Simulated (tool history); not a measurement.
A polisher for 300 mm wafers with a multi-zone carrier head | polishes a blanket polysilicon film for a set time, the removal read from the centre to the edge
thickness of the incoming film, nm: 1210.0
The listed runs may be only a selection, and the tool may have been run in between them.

run	hour	flow of slurry (ml/min)	pressure of the head's centre zone	pressure of the head's middle zone	pressure of the head's edge zone	polishing time (s)	film removed at the wafer's centre (Å)	film removed at mid-radius (Å)	film removed at the wafer's edge (Å)
1	0.0	200	1.00	1.00	1.00	58	2770.7	2832.8	2800.5
2	7.2	200	1.00	0.92	1.00	58	2760.7	2692.4	2817.2
3	11.0	200	0.99	0.92	0.98	55	2641.2	2611.2	2626.0
4	14.8	200	0.99	0.88	0.98	55	2637.3	2449.0	2719.9
5	18.2	200	0.99	0.96	0.98	55	2615.7	2644.8	2640.2
6	20.4	200	0.92	0.96	0.98	55	2457.3	2657.6	2704.5
7	28.9	195	0.93	0.95	0.96	52	2319.6	2532.5	2520.5
8	34.5	195	0.94	0.94	0.95	50	2260.7	2405.1	2360.1
9	40.5	190	0.94	0.92	0.94	49	2210.2	2237.7	2325.8
10	46.1	185	0.94	0.92	0.92	48	2144.7	2240.2	2260.3
11	47.2	185	0.94	0.92	0.92	48	2154.1	2229.1	2228.7
12	52.8	180	0.94	0.91	0.91	47	2103.1	2175.2	2208.1

Estimate the outcome of run 13 from the log above:
13	59.4	180	0.94	0.91	0.90	46	?	?	?

Run 13 came out at film removed at the wafer's centre (Å) 2064.4, film removed at mid-radius (Å) 2119.4, film removed at the wafer's edge (Å) 2105.6.
